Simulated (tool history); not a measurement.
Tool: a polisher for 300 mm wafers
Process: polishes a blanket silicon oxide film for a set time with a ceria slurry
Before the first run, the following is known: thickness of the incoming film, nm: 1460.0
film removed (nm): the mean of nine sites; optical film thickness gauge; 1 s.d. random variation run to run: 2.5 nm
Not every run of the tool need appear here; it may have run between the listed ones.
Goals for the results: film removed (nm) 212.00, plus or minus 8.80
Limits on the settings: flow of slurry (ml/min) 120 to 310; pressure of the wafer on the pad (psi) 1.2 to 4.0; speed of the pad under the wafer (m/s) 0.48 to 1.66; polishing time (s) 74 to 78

run	day	flow of slurry (ml/min)	pressure of the wafer on the pad (psi)	speed of the pad under the wafer (m/s)	polishing time (s)	film removed (nm)
1	0.000	200	2.6	1.06	74	297.35
2	0.358	200	2.4	1.06	74	277.04
3	0.425	200	2.3	1.06	74	262.44
4	0.700	235	2.3	1.06	74	266.14
5	1.000	235	2.3	1.06	78	287.18
6	1.104	235	2.3	1.06	78	282.94
7	1.346	235	2.2	1.06	78	279.18
8	1.617	235	2.0	1.06	78	255.11
9	1.808	235	1.9	1.06	78	256.42
10	2.088	235	1.8	1.06	78	239.77
11	2.375	235	1.7	1.06	78	236.40
12	2.596	235	1.6	1.06	78	223.65

Which one of the following 4 next-run settings gets every result inside its allowed miss? There is exactly one.
A	2.817	260	1.3	1.10	74	?
B	2.817	255	1.6	0.94	74	?
C	2.817	205	1.4	1.08	78	?
D	2.817	215	1.6	0.96	74	?

move	film removed (nm)
A	195.82
B	189.79
C	207.66
D	191.12
A: pushes the last run's worst result past its target
B: pushes the last run's worst result past its target
C: every result lands within tolerance
D: pushes the last run's worst result past its target
Go with C: it meets all targets.

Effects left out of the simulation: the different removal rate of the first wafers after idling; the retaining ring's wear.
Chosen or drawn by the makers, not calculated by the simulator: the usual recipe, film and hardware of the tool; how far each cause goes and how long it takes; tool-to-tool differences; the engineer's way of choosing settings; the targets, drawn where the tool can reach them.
